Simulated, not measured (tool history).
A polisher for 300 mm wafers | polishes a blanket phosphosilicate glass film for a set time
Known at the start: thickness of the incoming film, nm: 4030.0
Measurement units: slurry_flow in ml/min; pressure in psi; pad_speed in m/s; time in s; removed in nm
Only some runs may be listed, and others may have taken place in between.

| run | hour | slurry_flow | pressure | pad_speed | slurry_solids | time | removed |
|---|---|---|---|---|---|---|---|
| 1 | 0.0 | 125 | 3.2 | 1.14 | 1.00 | 34 | 289.95 |
| 2 | 2.8 | 125 | 3.2 | 1.14 | 0.90 | 34 | 279.21 |
| 3 | 11.5 | 110 | 3.2 | 1.14 | 0.90 | 34 | 274.14 |
| 4 | 12.6 | 110 | 3.2 | 1.14 | 0.90 | 30 | 238.81 |
| 5 | 17.2 | 105 | 3.1 | 1.14 | 0.90 | 30 | 229.78 |
| 6 | 20.6 | 105 | 3.1 | 1.14 | 1.05 | 30 | 243.85 |
| 7 | 23.9 | 100 | 3.0 | 1.14 | 1.05 | 30 | 237.12 |

Expected results for the next run?
| 8 | 27.5 | 95 | 2.9 | 1.14 | 1.05 | 30 | ? |

{"run 8": {"removed": 228.07}}
